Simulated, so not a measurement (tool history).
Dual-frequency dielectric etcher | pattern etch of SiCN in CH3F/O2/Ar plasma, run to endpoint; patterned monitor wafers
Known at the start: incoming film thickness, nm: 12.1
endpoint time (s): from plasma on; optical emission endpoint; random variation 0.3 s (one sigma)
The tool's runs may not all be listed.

run,day,source power (kW),bias power (kW),endpoint time (s)
1,0,0.41,0.075,30.586
2,0.288,0.44,0.075,30.338
3,0.529,0.4,0.075,30.954
4,0.883,0.38,0.071,32.371
5,1.038,0.36,0.069,32.896
6,1.404,0.35,0.067,32.897

Run 7 comes next. What will it give?
7,1.754,0.35,0.067,?

endpoint time (s): 33.891
